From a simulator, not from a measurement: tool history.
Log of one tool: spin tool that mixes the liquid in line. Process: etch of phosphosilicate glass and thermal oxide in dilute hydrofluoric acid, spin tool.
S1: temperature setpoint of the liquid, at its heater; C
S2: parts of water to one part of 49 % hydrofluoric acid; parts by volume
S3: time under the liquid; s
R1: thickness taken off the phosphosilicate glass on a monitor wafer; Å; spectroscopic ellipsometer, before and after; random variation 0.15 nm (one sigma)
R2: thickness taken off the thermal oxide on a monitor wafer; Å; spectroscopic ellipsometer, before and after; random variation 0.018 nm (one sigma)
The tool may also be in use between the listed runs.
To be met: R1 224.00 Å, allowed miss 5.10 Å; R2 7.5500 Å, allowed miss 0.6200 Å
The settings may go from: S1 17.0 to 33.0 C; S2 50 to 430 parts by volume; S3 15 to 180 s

run 1 hour=0.0 | S1=25.0 S2=240 S3=90 | R1=418.49 R2=14.4260
run 2 hour=1.2 | S1=25.0 S2=240 S3=110 | R1=518.01 R2=17.8850
run 3 hour=5.1 | S1=25.0 S2=270 S3=110 | R1=444.11 R2=14.8830
run 4 hour=7.2 | S1=23.0 S2=290 S3=110 | R1=376.19 R2=12.9200
run 5 hour=15.5 | S1=21.5 S2=310 S3=110 | R1=331.39 R2=11.0100
run 6 hour=21.2 | S1=20.5 S2=325 S3=110 | R1=298.77 R2=9.7834
run 7 hour=28.3 | S1=20.0 S2=340 S3=110 | R1=279.78 R2=9.5651
run 8 hour=30.9 | S1=19.0 S2=350 S3=110 | R1=258.66 R2=8.5286
run 9 hour=36.8 | S1=19.0 S2=355 S3=110 | R1=255.73 R2=8.5921
run 10 hour=43.4 | S1=18.5 S2=360 S3=110 | R1=241.72 R2=8.1745
run 11 hour=47.2 | S1=18.0 S2=360 S3=110 | R1=239.94 R2=7.9464
run 12 hour=52.3 | S1=18.0 S2=365 S3=110 | R1=235.90 R2=8.0096

4 next moves are on the table. One of them brings every result within its allowed miss. Which?
run A hour=57.4 | S1=19.0 S2=415 S3=115 | R1=? R2=?
run B hour=57.4 | S1=18.0 S2=370 S3=120 | R1=? R2=?
run C hour=57.4 | S1=21.0 S2=355 S3=90 | R1=? R2=?
run D hour=57.4 | S1=17.0 S2=330 S3=105 | R1=? R2=?

move=A R1=214.02 R2=7.3900
move=B R1=250.67 R2=8.6552
move=C R1=220.78 R2=7.6232
move=D R1=244.88 R2=8.4554
A: takes the result that was furthest off past its target
B: further off than the last run
C: meets every target
D: further off than the last run
The right move is C.
